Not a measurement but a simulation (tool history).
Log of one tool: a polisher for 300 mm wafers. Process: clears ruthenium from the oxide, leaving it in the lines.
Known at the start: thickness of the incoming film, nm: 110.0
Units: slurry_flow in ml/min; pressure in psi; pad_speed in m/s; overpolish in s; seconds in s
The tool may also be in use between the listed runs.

Run 1, hour 0.0: slurry_flow 195 ml/min, pressure 1.4 psi, pad_speed 1.18 m/s, overpolish 30 s. Result: seconds 112.95 s.
Run 2, hour 4.2: slurry_flow 195 ml/min, pressure 1.4 psi, pad_speed 0.94 m/s, overpolish 30 s. Result: seconds 140.78 s.
Run 3, hour 6.4: slurry_flow 195 ml/min, pressure 1.4 psi, pad_speed 0.78 m/s, overpolish 30 s. Result: seconds 165.54 s.
Run 4, hour 10.7: slurry_flow 195 ml/min, pressure 1.1 psi, pad_speed 0.78 m/s, overpolish 30 s. Result: seconds 209.44 s.
Run 5, hour 17.6: slurry_flow 195 ml/min, pressure 1.1 psi, pad_speed 0.88 m/s, overpolish 30 s. Result: seconds 190.35 s.
Run 6, hour 19.6: slurry_flow 195 ml/min, pressure 1.4 psi, pad_speed 0.88 m/s, overpolish 30 s. Result: seconds 150.65 s.
Run 7, hour 24.9: slurry_flow 195 ml/min, pressure 1.4 psi, pad_speed 0.88 m/s, overpolish 30 s. Result: seconds 150.07 s.
Run 8, hour 27.7: slurry_flow 195 ml/min, pressure 1.5 psi, pad_speed 0.90 m/s, overpolish 30 s. Result: seconds 135.68 s.

The next listed run, before its measurement:
Run 9, hour 35.0: slurry_flow 195 ml/min, pressure 1.6 psi, pad_speed 0.92 m/s, overpolish 30 s. Result: seconds ?.

Run 9 gave seconds 127.97 s.

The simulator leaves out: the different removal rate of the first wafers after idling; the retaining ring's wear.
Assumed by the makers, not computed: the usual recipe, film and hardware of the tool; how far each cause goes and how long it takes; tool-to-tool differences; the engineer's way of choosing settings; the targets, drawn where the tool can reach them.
